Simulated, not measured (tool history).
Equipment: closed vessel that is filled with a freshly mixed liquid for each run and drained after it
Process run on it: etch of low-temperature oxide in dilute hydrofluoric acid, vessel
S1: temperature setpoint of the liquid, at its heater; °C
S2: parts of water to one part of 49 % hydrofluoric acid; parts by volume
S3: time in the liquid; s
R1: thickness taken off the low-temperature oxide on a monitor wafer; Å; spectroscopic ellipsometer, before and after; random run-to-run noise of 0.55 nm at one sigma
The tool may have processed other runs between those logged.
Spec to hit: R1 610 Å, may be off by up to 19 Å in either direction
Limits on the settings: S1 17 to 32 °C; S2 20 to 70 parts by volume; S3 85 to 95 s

run  hour    S1  S2  S3      R1
  1     0    24  40  85  422.86
  2   1.4    23  40  85  410.67
  3   2.2    23  30  85  553.16
  4   5.1    23  20  85  830.41
  5  10.8  21.5  20  85  780.22
  6  15.8  21.5  20  85  784.25
  7  24.7  20.5  20  85  745.68
  8  27.5  19.5  20  85   722.4
  9  32.1    19  20  85   703.3
 10  33.8    19  20  85   703.2
 11  41.1  18.5  20  85  690.77
 12  45.9    18  20  85   670.4
 13  50.6    17  20  85  637.76
 14  51.3  17.5  20  85  659.98
 15  57.6    17  20  85  644.75
 16  62.4  17.5  20  85  656.67
 17    71    17  20  85  645.04
 18  78.9    17  20  85  636.62
 19  80.6  17.5  20  85  665.78

Of the 4 settings listed for the next run, only one would bring every result within its allowed miss of target. Which one?
  A  82.3    18  20  85   ?
  B  82.3  18.5  25  95   ?
  C  82.3    21  30  95   ?
  D  82.3    17  20  95   ?

move      R1
   A  661.88
   B  601.49
   C  555.17
   D  707.73
A: nearer than the last run, and not there yet
B: all results land within tolerance of their targets
C: carries the result that was furthest off beyond its target, to the other side
D: moves away from the targets compared with the last run
Answer: B
